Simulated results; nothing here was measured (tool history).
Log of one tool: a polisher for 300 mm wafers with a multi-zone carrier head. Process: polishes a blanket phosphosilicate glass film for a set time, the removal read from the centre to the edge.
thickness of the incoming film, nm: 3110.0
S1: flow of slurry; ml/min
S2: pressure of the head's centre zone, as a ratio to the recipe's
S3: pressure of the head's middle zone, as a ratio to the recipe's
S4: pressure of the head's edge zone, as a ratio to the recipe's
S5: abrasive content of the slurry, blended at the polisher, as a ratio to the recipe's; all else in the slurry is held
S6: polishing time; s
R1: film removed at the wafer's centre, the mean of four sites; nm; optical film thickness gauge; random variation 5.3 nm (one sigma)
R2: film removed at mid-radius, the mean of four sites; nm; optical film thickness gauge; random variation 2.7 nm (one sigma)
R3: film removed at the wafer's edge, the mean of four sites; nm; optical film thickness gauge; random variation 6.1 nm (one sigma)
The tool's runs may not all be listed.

| run | hour | S1 | S2 | S3 | S4 | S5 | S6 | R1 | R2 | R3 |
|---|---|---|---|---|---|---|---|---|---|---|
| 1 | 0.0 | 290 | 1.00 | 1.00 | 1.00 | 1.00 | 38 | 373.30 | 359.27 | 366.25 |
| 2 | 6.9 | 290 | 1.00 | 1.00 | 1.00 | 1.10 | 38 | 387.71 | 372.76 | 383.89 |
| 3 | 13.0 | 290 | 1.00 | 1.00 | 1.00 | 1.00 | 38 | 372.15 | 355.36 | 366.84 |
| 4 | 14.7 | 250 | 1.00 | 1.00 | 1.00 | 1.00 | 38 | 360.60 | 350.36 | 361.79 |
| 5 | 23.0 | 250 | 1.00 | 1.00 | 1.00 | 0.85 | 38 | 340.64 | 328.88 | 343.79 |
| 6 | 28.9 | 250 | 1.02 | 0.99 | 1.02 | 0.95 | 38 | 364.10 | 342.41 | 361.88 |
| 7 | 37.0 | 255 | 1.04 | 0.98 | 1.04 | 1.00 | 38 | 377.53 | 351.94 | 375.76 |
| 8 | 40.0 | 270 | 1.06 | 0.97 | 1.06 | 1.05 | 38 | 397.80 | 354.42 | 378.10 |
| 9 | 48.0 | 260 | 1.07 | 0.95 | 1.07 | 1.10 | 38 | 408.88 | 348.46 | 400.52 |
| 10 | 51.6 | 320 | 1.17 | 1.02 | 1.16 | 1.35 | 38 | 490.09 | 416.35 | 445.79 |
| 11 | 59.7 | 320 | 1.17 | 1.01 | 1.16 | 1.35 | 38 | 491.49 | 408.83 | 445.49 |
| 12 | 64.3 | 320 | 1.17 | 1.00 | 1.16 | 1.35 | 38 | 491.95 | 406.72 | 452.82 |
| 13 | 72.4 | 320 | 1.17 | 1.00 | 1.16 | 1.35 | 38 | 487.59 | 407.87 | 447.11 |
| 14 | 73.8 | 320 | 1.17 | 1.00 | 1.16 | 1.35 | 38 | 491.34 | 408.54 | 449.19 |
| 15 | 82.7 | 320 | 1.17 | 0.99 | 1.16 | 1.35 | 38 | 490.58 | 405.76 | 448.03 |
| 16 | 84.3 | 320 | 1.17 | 0.98 | 1.16 | 1.35 | 38 | 489.40 | 400.44 | 447.14 |
| 17 | 92.7 | 320 | 1.17 | 0.97 | 1.16 | 1.35 | 38 | 486.84 | 397.44 | 449.47 |
| 18 | 101.4 | 320 | 1.17 | 0.96 | 1.16 | 1.35 | 38 | 479.69 | 391.34 | 450.97 |
| 19 | 110.3 | 315 | 1.17 | 0.95 | 1.15 | 1.35 | 38 | 484.18 | 386.15 | 434.26 |
| 20 | 113.3 | 315 | 1.17 | 0.95 | 1.15 | 1.35 | 38 | 487.44 | 387.42 | 447.29 |
| 21 | 117.2 | 310 | 1.18 | 0.94 | 1.16 | 1.45 | 38 | 508.67 | 389.72 | 456.55 |
| 22 | 121.5 | 315 | 1.18 | 0.94 | 1.16 | 1.45 | 38 | 509.20 | 400.85 | 463.13 |
| 23 | 124.7 | 315 | 1.18 | 0.94 | 1.16 | 1.45 | 38 | 503.68 | 397.90 | 470.73 |
| 24 | 127.5 | 315 | 1.19 | 0.93 | 1.15 | 1.50 | 38 | 520.46 | 400.04 | 467.26 |

The next listed run, before its measurement:
| 25 | 129.3 | 325 | 1.19 | 0.93 | 1.17 | 1.50 | 38 | ? | ? | ? |

{"run 25": {"R1": 520.41, "R2": 391.3, "R3": 472.03}}

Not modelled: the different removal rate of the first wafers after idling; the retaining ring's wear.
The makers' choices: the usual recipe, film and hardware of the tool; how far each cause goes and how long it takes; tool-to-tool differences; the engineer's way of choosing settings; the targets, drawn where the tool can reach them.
